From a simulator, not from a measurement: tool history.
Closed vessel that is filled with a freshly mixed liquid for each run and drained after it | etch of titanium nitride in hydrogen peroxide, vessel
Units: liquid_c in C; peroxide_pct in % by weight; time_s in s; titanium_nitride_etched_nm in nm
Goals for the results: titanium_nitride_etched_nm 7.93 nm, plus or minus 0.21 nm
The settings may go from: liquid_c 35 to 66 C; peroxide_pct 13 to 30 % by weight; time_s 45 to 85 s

run    day  liquid_c  peroxide_pct  time_s  titanium_nitride_etched_nm
  1      0        51            26      85                      5.9937
  2  0.192        51            26      45                      3.1566
  3   0.25        51            30      45                      3.2837
  4  0.479      53.5            30      45                       3.914
  5  0.638      53.5            30      45                      3.9027
  6    0.8      53.5            26      45                      3.7587
  7  1.071        56            27      55                      5.5089
  8  1.275        57            27      55                      5.9156

Which of these 5 next moves meets every target?
  A  1.479      56.5            28      80                           ?
  B  1.479      58.5          27.5      70                           ?
  C  1.479      45.5          29.5      75                           ?
  D  1.479      54.5            30      85                           ?
  E  1.479      58.5          26.5      80                           ?

move  titanium_nitride_etched_nm
   A                        8.34
   B                      8.3441
   C                      3.5901
   D                      7.8248
   E                      9.4588
A: carries the result that was furthest off beyond its target, to the other side
B: carries the result that was furthest off beyond its target, to the other side
C: further off than the last run
D: all results in spec
E: carries the result that was furthest off beyond its target, to the other side
D is the move that brings every result within its allowed miss.
